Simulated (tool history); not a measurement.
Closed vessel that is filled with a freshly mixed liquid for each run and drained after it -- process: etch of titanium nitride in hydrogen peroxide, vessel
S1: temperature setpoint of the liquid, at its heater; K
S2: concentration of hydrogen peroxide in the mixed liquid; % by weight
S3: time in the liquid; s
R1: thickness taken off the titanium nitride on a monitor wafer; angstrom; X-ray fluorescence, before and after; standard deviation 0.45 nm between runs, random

run  hour      S1  S2    S3      R1
  1   0.0  319.15  17  1365  605.07
  2   3.9  319.15  20  1365  625.13
  3  11.4  321.65  20  1365  749.98
  4  16.0  321.65  20  1455  802.43
  5  24.5  323.65  20  1455  921.29
  6  26.7  323.65  18  1455  907.87

Run 7, settings as shown, results not yet in. Your forecast:
  7  29.8  325.15  18  1455   ?

R1: 1004.70 angstrom
